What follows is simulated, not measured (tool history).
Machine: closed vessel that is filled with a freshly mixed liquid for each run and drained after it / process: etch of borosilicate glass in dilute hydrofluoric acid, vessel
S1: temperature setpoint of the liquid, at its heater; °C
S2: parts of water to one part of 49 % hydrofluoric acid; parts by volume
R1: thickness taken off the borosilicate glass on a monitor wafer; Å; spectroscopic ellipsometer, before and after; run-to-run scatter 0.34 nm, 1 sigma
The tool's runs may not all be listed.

{"run": 1, "hour": 0.0, "S1": 21.0, "S2": 45, "time in the liquid (s)": 50, "R1": 233.47}
{"run": 2, "hour": 4.4, "S1": 21.0, "S2": 55, "time in the liquid (s)": 50, "R1": 188.54}
{"run": 3, "hour": 7.2, "S1": 23.0, "S2": 45, "time in the liquid (s)": 50, "R1": 253.36}
{"run": 4, "hour": 14.8, "S1": 21.0, "S2": 45, "time in the liquid (s)": 50, "R1": 233.29}
{"run": 5, "hour": 22.0, "S1": 21.0, "S2": 45, "time in the liquid (s)": 35, "R1": 164.62}
{"hour": 28.0, "done": "thermometer replaced"}
{"run": 6, "hour": 28.0, "S1": 21.0, "S2": 35, "time in the liquid (s)": 35, "R1": 201.85}
{"run": 7, "hour": 33.4, "S1": 23.0, "S2": 30, "time in the liquid (s)": 40, "R1": 292.98}
{"run": 8, "hour": 42.3, "S1": 23.0, "S2": 30, "time in the liquid (s)": 40, "R1": 288.7}
{"run": 9, "hour": 49.5, "S1": 24.5, "S2": 30, "time in the liquid (s)": 40, "R1": 310.16}

Estimate the outcome of run 10 from the log above:
{"run": 10, "hour": 50.4, "S1": 28.5, "S2": 20, "time in the liquid (s)": 50, "R1": "?"}

{"run 10": {"R1": 701.09}}

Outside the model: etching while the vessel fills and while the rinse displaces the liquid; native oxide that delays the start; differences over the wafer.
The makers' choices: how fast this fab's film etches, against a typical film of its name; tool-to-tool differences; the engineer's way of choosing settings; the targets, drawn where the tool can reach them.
